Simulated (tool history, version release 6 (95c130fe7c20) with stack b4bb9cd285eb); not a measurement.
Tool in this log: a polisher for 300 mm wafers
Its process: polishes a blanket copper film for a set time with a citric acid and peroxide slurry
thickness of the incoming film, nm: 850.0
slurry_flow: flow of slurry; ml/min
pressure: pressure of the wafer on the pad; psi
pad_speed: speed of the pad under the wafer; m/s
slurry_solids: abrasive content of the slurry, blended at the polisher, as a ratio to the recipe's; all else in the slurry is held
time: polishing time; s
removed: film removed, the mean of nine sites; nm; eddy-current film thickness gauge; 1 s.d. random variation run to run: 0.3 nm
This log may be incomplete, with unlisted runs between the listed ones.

| run | hour | slurry_flow | pressure | pad_speed | slurry_solids | time | removed |
|---|---|---|---|---|---|---|---|
| 1 | 0 | 200 | 3.3 | 0.92 | 1 | 34 | 63.62 |
| 2 | 3.5 | 200 | 3.1 | 0.88 | 1 | 34 | 57.506 |
| 3 | 4.8 | 200 | 2.9 | 0.84 | 1 | 34 | 51.286 |
| 4 | 9 | 200 | 2.7 | 0.82 | 1 | 34 | 47.548 |
| 5 | 16.2 | 200 | 2.6 | 0.8 | 1 | 34 | 44.215 |
| 6 | 20.3 | 200 | 3.2 | 0.8 | 1 | 34 | 53.914 |
| 7 | 21.5 | 200 | 3 | 0.78 | 1 | 34 | 48.367 |

Expected results for the next run?
| 8 | 22.6 | 200 | 2.8 | 0.76 | 1 | 34 | ? |

Run 8 came out at removed 44.927 nm.
